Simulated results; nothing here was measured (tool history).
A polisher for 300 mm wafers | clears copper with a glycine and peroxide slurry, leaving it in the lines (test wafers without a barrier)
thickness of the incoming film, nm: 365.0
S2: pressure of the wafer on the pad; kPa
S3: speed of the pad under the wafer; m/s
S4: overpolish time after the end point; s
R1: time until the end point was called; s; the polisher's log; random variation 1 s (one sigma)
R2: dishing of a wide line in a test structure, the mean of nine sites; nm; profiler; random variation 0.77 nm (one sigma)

Run 1, hour 0.0: flow of slurry (ml/min) 180, S2 15.9 kPa, S3 1.14 m/s, S4 27 s. Result: R1 70.960 s, R2 79.165 nm.
Run 2, hour 3.9: flow of slurry (ml/min) 180, S2 13.1 kPa, S3 1.34 m/s, S4 21 s. Result: R1 72.121 s, R2 64.142 nm.
Run 3, hour 9.7: flow of slurry (ml/min) 145, S2 13.1 kPa, S3 1.34 m/s, S4 21 s. Result: R1 76.703 s, R2 63.137 nm.
Run 4, hour 13.7: flow of slurry (ml/min) 190, S2 11.0 kPa, S3 1.44 m/s, S4 17 s. Result: R1 78.238 s, R2 52.339 nm.
Run 5, hour 22.3: flow of slurry (ml/min) 160, S2 11.0 kPa, S3 1.44 m/s, S4 17 s. Result: R1 80.274 s, R2 49.853 nm.
Run 6, hour 27.1: flow of slurry (ml/min) 160, S2 11.0 kPa, S3 1.34 m/s, S4 17 s. Result: R1 84.246 s, R2 48.751 nm.
Run 7, hour 32.4: flow of slurry (ml/min) 200, S2 9.7 kPa, S3 1.48 m/s, S4 14 s. Result: R1 85.512 s, R2 40.688 nm.
Run 8, hour 36.4: flow of slurry (ml/min) 225, S2 9.7 kPa, S3 1.58 m/s, S4 12 s. Result: R1 78.743 s, R2 38.736 nm.
Run 9, hour 39.2: flow of slurry (ml/min) 245, S2 9.7 kPa, S3 1.64 m/s, S4 11 s. Result: R1 74.138 s, R2 37.799 nm.
Run 10, hour 42.0: flow of slurry (ml/min) 260, S2 9.7 kPa, S3 1.68 m/s, S4 10 s. Result: R1 73.549 s, R2 33.855 nm.

Run 11 comes next. What will it give?
Run 11, hour 48.5: flow of slurry (ml/min) 265, S2 10.3 kPa, S3 1.70 m/s, S4 9 s. Result: R1 ?, R2 ?.

{"run 11": {"R1": 68.481, "R2": 34.109}}
